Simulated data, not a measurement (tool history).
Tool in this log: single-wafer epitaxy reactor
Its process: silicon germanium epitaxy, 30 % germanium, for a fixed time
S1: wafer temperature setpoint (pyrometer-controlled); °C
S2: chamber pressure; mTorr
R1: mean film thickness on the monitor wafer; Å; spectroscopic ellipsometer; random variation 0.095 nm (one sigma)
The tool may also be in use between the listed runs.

run,day,S1,S2,R1
1,0.000,580,22500,427.03
2,0.250,578,22500,412.49
3,0.550,577,22500,405.77
4,0.800,576,22500,395.40
5,0.988,580,22500,426.03
6,1.133,584,22500,461.51
7,1.342,581,22500,435.55
8,1.504,579,22500,419.42

Run 9 is up next; what results do you expect?
9,1.775,578,22500,?

R1: 413.26 Å

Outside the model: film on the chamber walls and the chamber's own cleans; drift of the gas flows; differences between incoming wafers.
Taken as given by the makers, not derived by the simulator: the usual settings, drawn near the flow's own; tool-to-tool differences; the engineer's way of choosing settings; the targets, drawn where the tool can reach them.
